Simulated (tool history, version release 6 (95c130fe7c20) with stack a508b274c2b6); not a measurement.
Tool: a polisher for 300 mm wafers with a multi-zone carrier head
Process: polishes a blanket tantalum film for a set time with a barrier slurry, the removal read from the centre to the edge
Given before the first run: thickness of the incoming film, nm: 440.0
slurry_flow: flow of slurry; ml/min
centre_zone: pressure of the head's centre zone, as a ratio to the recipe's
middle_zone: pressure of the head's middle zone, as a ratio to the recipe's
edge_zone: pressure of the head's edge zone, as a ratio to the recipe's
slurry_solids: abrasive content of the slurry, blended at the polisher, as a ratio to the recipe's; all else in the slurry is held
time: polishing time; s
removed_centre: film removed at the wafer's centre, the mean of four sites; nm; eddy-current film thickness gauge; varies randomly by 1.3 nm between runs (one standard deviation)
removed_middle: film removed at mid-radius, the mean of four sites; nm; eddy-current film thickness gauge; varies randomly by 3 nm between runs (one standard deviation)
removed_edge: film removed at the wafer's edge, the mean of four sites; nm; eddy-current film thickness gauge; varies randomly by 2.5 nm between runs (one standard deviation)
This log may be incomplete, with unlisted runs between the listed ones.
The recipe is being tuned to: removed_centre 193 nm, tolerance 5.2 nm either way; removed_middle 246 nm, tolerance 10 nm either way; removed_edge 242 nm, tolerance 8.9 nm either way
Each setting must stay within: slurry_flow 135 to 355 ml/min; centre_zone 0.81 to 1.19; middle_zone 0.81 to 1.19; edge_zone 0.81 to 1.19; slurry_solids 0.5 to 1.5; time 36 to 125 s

run,day,slurry_flow,centre_zone,middle_zone,edge_zone,slurry_solids,time,removed_centre,removed_middle,removed_edge
1,0,225,1,1,1,1,80,187.19,175.85,180.15
2,0.179,230,0.94,1.05,1.06,1.15,81,182.18,197.34,196.57
3,0.438,230,0.94,1.05,1.01,1.15,81,184.43,197.44,191.9
4,0.721,240,0.92,1.07,1.07,1.25,82,188.09,205.71,206.56
5,0.929,250,0.9,1.11,1.1,1.35,83,191.01,216.96,214.7
6,1.1,250,0.84,1.11,1.1,1.35,83,180.73,217.76,214.92
7,1.212,255,0.83,1.13,1.12,1.4,84,179.33,225.63,221.51
# day 1.325: centre zone pressure recalibrated
8,1.325,265,0.83,1.14,1.14,1.45,85,176.23,231.47,228.07
9,1.45,270,0.85,1.14,1.14,1.45,86,182.34,239.85,225.56

Pick the move, out of 4, that brings all results within their allowed miss; only one does.
A,1.575,280,0.84,1.14,1.13,1.35,85,?,?,?
B,1.575,355,0.86,1.09,1.16,1.5,88,?,?,?
C,1.575,265,0.81,1.11,1.1,1.5,97,?,?,?
D,1.575,225,0.88,0.99,1.15,1.45,93,?,?,?

move,removed_centre,removed_middle,removed_edge
A,175.43,228.41,225.28
B,195.14,238.21,246.37
C,196.18,259.25,258.49
D,198.26,219.24,248.23
A: its largest miss is bigger than the last run's
B: each result inside its tolerance
C: gets the furthest-off result to its target, but another result is out of tolerance
D: takes the result that was furthest off past its target
B is the move that brings every result within its allowed miss.
